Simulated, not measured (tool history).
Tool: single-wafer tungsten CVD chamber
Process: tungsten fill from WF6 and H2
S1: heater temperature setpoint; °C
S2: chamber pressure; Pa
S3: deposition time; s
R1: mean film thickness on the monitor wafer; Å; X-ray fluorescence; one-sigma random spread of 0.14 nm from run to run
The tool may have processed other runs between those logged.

Run 1, hour 0: S1 380 °C, S2 3826 Pa, S3 14 s. Result: R1 295.74 Å.
Run 2, hour 2.1: S1 371 °C, S2 3826 Pa, S3 14 s. Result: R1 252.18 Å.
Run 3, hour 9.8: S1 375 °C, S2 3840 Pa, S3 14 s. Result: R1 270.57 Å.
Run 4, hour 13.6: S1 375 °C, S2 3573 Pa, S3 14 s. Result: R1 260.04 Å.
Run 5, hour 19.7: S1 375 °C, S2 3573 Pa, S3 14 s. Result: R1 258.99 Å.
Run 6, hour 20.5: S1 367 °C, S2 3573 Pa, S3 14 s. Result: R1 222.05 Å.

Expected results for the next run?
Run 7, hour 27.7: S1 372 °C, S2 3586 Pa, S3 14 s. Result: R1 ?.

Run 7 came out at R1 245.5 Å.
